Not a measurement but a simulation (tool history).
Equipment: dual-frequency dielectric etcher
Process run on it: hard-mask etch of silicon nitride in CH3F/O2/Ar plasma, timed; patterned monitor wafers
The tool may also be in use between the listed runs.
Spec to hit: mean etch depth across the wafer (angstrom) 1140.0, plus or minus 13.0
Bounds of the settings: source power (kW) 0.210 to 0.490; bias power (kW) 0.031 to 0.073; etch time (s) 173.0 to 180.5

run,hour,source power (kW),bias power (kW),etch time (s),mean etch depth across the wafer (angstrom)
1,0.0,0.350,0.052,173.0,1005.0
2,1.5,0.380,0.052,173.0,1025.6
3,10.5,0.360,0.052,173.0,1008.8
4,16.0,0.400,0.053,173.0,1045.7
5,24.3,0.400,0.049,173.0,1028.6
# hour 28.3: wet clean of the chamber
6,28.3,0.400,0.045,173.0,1045.0
7,34.1,0.400,0.045,173.0,1044.8
8,40.1,0.420,0.045,173.5,1064.7
9,44.4,0.420,0.045,173.5,1060.1
10,45.5,0.440,0.046,174.0,1082.0
11,52.5,0.450,0.046,174.5,1093.3
12,61.0,0.460,0.046,175.0,1102.3
13,68.0,0.470,0.046,175.5,1112.5
14,71.9,0.480,0.046,176.0,1119.6

Which single option among these 5 for the next run brings every result within its allowed miss of target? Just one does.
A,75.8,0.450,0.047,180.5,?
B,75.8,0.480,0.047,174.0,?
C,75.8,0.490,0.042,176.5,?
D,75.8,0.430,0.045,179.5,?
E,75.8,0.440,0.049,174.0,?

move,mean etch depth across the wafer (angstrom)
A,1142.2
B,1121.8
C,1116.6
D,1110.2
E,1104.6
A: in spec on every target
B: nearer than the last run, and not there yet
C: misses by more than the last run did
D: misses by more than the last run did
E: misses by more than the last run did
Go with A: it meets all targets.
